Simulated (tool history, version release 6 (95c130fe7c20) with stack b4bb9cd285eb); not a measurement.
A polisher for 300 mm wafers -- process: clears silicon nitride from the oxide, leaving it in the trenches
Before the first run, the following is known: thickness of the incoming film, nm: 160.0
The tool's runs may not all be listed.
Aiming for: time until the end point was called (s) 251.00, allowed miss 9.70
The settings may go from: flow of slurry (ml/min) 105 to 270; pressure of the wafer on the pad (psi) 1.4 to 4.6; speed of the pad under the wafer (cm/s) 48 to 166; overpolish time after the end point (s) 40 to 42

run,hour,flow of slurry (ml/min),pressure of the wafer on the pad (psi),speed of the pad under the wafer (cm/s),overpolish time after the end point (s),time until the end point was called (s)
1,0.0,175,3.0,106,40,146.24
2,1.3,175,3.4,106,40,131.62
3,6.9,175,3.9,106,40,118.45
4,8.9,170,3.2,100,40,148.67
5,10.1,145,3.2,100,40,149.35
6,13.2,145,2.7,96,40,180.27
7,22.2,145,2.4,96,40,197.50
8,24.0,145,2.2,96,40,213.50
9,31.3,145,2.1,96,40,219.21
10,34.1,145,2.0,96,40,228.18
11,35.2,145,1.9,96,40,238.71

Which single option among these 5 for the next run brings every result within its allowed miss of target? Just one does.
A,36.3,185,1.8,84,42,?
B,36.3,120,1.8,96,42,?
C,36.3,170,1.6,114,40,?
D,36.3,170,2.1,96,42,?
E,36.3,115,2.6,80,42,?

move,time until the end point was called (s)
A,270.27
B,247.17
C,221.15
D,212.74
E,221.70
A: moves the result that the last run missed by most past its target, out the other side
B: all results in spec
C: lands further from the targets than the last run did
D: lands further from the targets than the last run did
E: lands further from the targets than the last run did
Answer: B
